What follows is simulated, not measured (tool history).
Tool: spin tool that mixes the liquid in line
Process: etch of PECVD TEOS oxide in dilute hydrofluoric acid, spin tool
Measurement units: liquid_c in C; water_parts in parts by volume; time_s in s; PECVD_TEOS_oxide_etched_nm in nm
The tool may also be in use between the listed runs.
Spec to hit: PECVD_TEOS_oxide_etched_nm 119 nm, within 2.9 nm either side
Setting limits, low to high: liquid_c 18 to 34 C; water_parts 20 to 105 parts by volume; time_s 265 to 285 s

| run | hour | liquid_c | water_parts | time_s | PECVD_TEOS_oxide_etched_nm |
|---|---|---|---|---|---|
| 1 | 0 | 26 | 55 | 265 | 61.893 |
| 2 | 6.7 | 25 | 55 | 265 | 59.839 |
| 3 | 12.5 | 26 | 55 | 265 | 62.096 |
| 4 | 20.8 | 26 | 55 | 285 | 66.757 |
| 5 | 23.7 | 26 | 55 | 285 | 66.794 |
| 6 | 25.7 | 26 | 55 | 265 | 61.942 |
| 7 | 33.4 | 27 | 55 | 265 | 64.589 |
| 8 | 34.7 | 28 | 55 | 265 | 67.113 |
| 9 | 37.9 | 28.5 | 55 | 265 | 68.497 |
| 10 | 39.6 | 29 | 55 | 265 | 70.025 |
|  | 42.2 | thermometer replaced |
| 11 | 42.2 | 29.5 | 55 | 265 | 64.181 |
| 12 | 44.4 | 29.5 | 50 | 265 | 71.348 |
| 13 | 52.7 | 30 | 45 | 265 | 81.076 |
| 14 | 58 | 30.5 | 45 | 265 | 83.971 |
| 15 | 61.4 | 31 | 45 | 265 | 85.052 |
| 16 | 66.8 | 31.5 | 45 | 265 | 86.482 |
| 17 | 67.6 | 32 | 45 | 265 | 88.926 |

Which single option among these 4 for the next run brings every result within its allowed miss of target? Just one does.
| A | 68.4 | 29.5 | 35 | 285 | ? |
| B | 68.4 | 28.5 | 30 | 265 | ? |
| C | 68.4 | 33 | 45 | 280 | ? |
| D | 68.4 | 32.5 | 40 | 285 | ? |

| move | PECVD_TEOS_oxide_etched_nm |
|---|---|
| A | 113.65 |
| B | 119.34 |
| C | 98.041 |
| D | 111.03 |
A: nearer the targets than the last run, but a result is still out of spec
B: every result within its allowed miss
C: nearer the targets than the last run, but a result is still out of spec
D: nearer the targets than the last run, but a result is still out of spec
Go with B: it meets all targets.
